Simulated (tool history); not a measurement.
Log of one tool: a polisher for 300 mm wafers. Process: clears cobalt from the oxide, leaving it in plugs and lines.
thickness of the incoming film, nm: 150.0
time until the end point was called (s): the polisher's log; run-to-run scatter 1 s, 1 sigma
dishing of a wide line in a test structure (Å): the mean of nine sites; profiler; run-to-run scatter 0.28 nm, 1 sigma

run  hour  flow of slurry (ml/min)  pressure of the wafer on the pad (kPa)  speed of the pad under the wafer (cm/s)  overpolish time after the end point (s)  time until the end point was called (s)  dishing of a wide line in a test structure (Å)
  1     0                      230                                    11.7                                       82                                       25                                   41.157                                          460.88
  2   1.1                      220                                    10.3                                       80                                       20                                   48.623                                          380.07
  3   3.9                      200                                       9                                       84                                       17                                   53.187                                          318.49
  4   6.7                      185                                     8.3                                       90                                       15                                    55.31                                          293.15
  5   9.3                      185                                     8.3                                       90                                       19                                    54.66                                          337.75
  6  17.5                      175                                     7.6                                       94                                       16                                   56.909                                          297.55

For run 7, what comes out?
  7    21                      140                                     5.5                                      116                                        8                                        ?                                               ?

time until the end point was called (s): 65.091
dishing of a wide line in a test structure (Å): 157.33
